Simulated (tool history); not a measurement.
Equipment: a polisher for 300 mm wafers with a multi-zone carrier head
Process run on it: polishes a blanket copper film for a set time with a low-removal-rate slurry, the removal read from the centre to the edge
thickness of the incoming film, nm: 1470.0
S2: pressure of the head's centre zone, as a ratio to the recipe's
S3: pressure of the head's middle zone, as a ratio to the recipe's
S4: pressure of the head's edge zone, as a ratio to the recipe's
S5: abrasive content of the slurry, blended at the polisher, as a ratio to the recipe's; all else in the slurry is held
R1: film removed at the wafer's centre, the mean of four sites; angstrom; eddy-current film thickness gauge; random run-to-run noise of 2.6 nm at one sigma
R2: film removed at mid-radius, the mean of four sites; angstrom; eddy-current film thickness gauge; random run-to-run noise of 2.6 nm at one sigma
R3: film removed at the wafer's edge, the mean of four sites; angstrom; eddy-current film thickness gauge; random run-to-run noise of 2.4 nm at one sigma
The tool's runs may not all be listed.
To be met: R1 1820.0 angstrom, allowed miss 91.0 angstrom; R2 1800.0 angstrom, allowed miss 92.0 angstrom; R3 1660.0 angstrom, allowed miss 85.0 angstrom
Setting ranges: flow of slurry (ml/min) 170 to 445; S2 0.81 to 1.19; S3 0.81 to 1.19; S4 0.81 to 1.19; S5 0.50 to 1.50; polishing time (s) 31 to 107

{"run": 1, "hour": 0.0, "flow of slurry (ml/min)": 285, "S2": 1.0, "S3": 1.0, "S4": 1.0, "S5": 1.0, "polishing time (s)": 69, "R1": 1176.2, "R2": 1205.6, "R3": 1196.9}
{"run": 2, "hour": 3.5, "flow of slurry (ml/min)": 290, "S2": 1.03, "S3": 1.02, "S4": 1.01, "S5": 1.1, "polishing time (s)": 72, "R1": 1292.7, "R2": 1283.5, "R3": 1252.4}
{"run": 3, "hour": 10.4, "flow of slurry (ml/min)": 290, "S2": 1.04, "S3": 1.03, "S4": 1.01, "S5": 1.15, "polishing time (s)": 77, "R1": 1400.5, "R2": 1417.4, "R3": 1440.2}
{"run": 4, "hour": 11.1, "flow of slurry (ml/min)": 290, "S2": 1.09, "S3": 1.03, "S4": 1.01, "S5": 1.15, "polishing time (s)": 77, "R1": 1527.6, "R2": 1374.9, "R3": 1365.6}
{"run": 5, "hour": 15.0, "flow of slurry (ml/min)": 290, "S2": 1.09, "S3": 0.97, "S4": 1.01, "S5": 1.15, "polishing time (s)": 77, "R1": 1466.6, "R2": 1344.7, "R3": 1380.7}
{"run": 6, "hour": 19.4, "flow of slurry (ml/min)": 295, "S2": 1.09, "S3": 1.01, "S4": 0.99, "S5": 1.2, "polishing time (s)": 79, "R1": 1536.7, "R2": 1444.6, "R3": 1435.5}
{"hour": 27.3, "done": "worn pad replaced by a new one"}
{"run": 7, "hour": 27.3, "flow of slurry (ml/min)": 300, "S2": 1.1, "S3": 1.03, "S4": 0.98, "S5": 1.25, "polishing time (s)": 80, "R1": 1718.5, "R2": 1666.3, "R3": 1576.4}
{"run": 8, "hour": 30.7, "flow of slurry (ml/min)": 310, "S2": 1.1, "S3": 1.03, "S4": 0.98, "S5": 1.25, "polishing time (s)": 80, "R1": 1716.9, "R2": 1637.2, "R3": 1564.3}
{"run": 9, "hour": 34.7, "flow of slurry (ml/min)": 320, "S2": 1.1, "S3": 1.04, "S4": 0.98, "S5": 1.25, "polishing time (s)": 80, "R1": 1678.3, "R2": 1650.5, "R3": 1591.0}

Pick the move, out of 5, that brings all results within their allowed miss; only one does.
{"run": "A", "hour": 38.7, "flow of slurry (ml/min)": 320, "S2": 0.97, "S3": 0.97, "S4": 1.03, "S5": 1.0, "polishing time (s)": 81, "R1": "?", "R2": "?", "R3": "?"}
{"run": "B", "hour": 38.7, "flow of slurry (ml/min)": 220, "S2": 1.09, "S3": 1.08, "S4": 0.97, "S5": 1.35, "polishing time (s)": 85, "R1": "?", "R2": "?", "R3": "?"}
{"run": "C", "hour": 38.7, "flow of slurry (ml/min)": 420, "S2": 0.93, "S3": 1.05, "S4": 0.99, "S5": 1.45, "polishing time (s)": 72, "R1": "?", "R2": "?", "R3": "?"}
{"run": "D", "hour": 38.7, "flow of slurry (ml/min)": 265, "S2": 1.12, "S3": 1.01, "S4": 1.01, "S5": 1.3, "polishing time (s)": 78, "R1": "?", "R2": "?", "R3": "?"}
{"run": "E", "hour": 38.7, "flow of slurry (ml/min)": 420, "S2": 1.08, "S3": 1.06, "S4": 1.06, "S5": 1.1, "polishing time (s)": 74, "R1": "?", "R2": "?", "R3": "?"}

move=A R1=1492.4 R2=1473.6 R3=1505.9
move=B R1=1838.2 R2=1798.1 R3=1639.7
move=C R1=1459.5 R2=1594.9 R3=1487.0
move=D R1=1738.1 R2=1565.5 R3=1536.9
move=E R1=1575.8 R2=1521.4 R3=1455.8
A: lands further from the targets than the last run did
B: all results land within tolerance of their targets
C: lands further from the targets than the last run did
D: lands further from the targets than the last run did
E: lands further from the targets than the last run did
Answer: B
